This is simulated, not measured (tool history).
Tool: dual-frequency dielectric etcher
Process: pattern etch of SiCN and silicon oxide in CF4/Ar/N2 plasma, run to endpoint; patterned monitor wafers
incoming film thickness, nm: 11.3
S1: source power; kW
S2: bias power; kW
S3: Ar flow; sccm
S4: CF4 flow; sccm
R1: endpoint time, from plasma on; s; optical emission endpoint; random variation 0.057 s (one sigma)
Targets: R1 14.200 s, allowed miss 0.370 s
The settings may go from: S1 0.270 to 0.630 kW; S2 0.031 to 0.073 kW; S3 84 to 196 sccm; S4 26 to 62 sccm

run,hour,S1,S2,S3,S4,R1
1,0.0,0.450,0.052,140,44,17.551
2,6.7,0.450,0.052,140,49,17.145
3,12.7,0.480,0.052,140,49,15.976
4,20.9,0.480,0.052,156,49,16.320
5,21.8,0.480,0.058,156,49,15.635
6,23.7,0.490,0.058,156,49,15.318
7,30.6,0.500,0.058,156,49,14.963
8,37.8,0.510,0.058,156,49,14.840

4 next moves are on the table. One of them brings every result within its allowed miss. Which?
A,45.0,0.520,0.064,136,41,?
B,45.0,0.490,0.056,155,47,?
C,45.0,0.480,0.057,159,45,?
D,45.0,0.480,0.060,154,49,?

move,R1
A,14.128
B,15.662
C,16.131
D,15.455
A: meets every target
B: further off than the last run
C: further off than the last run
D: further off than the last run
Move A is the one to make.

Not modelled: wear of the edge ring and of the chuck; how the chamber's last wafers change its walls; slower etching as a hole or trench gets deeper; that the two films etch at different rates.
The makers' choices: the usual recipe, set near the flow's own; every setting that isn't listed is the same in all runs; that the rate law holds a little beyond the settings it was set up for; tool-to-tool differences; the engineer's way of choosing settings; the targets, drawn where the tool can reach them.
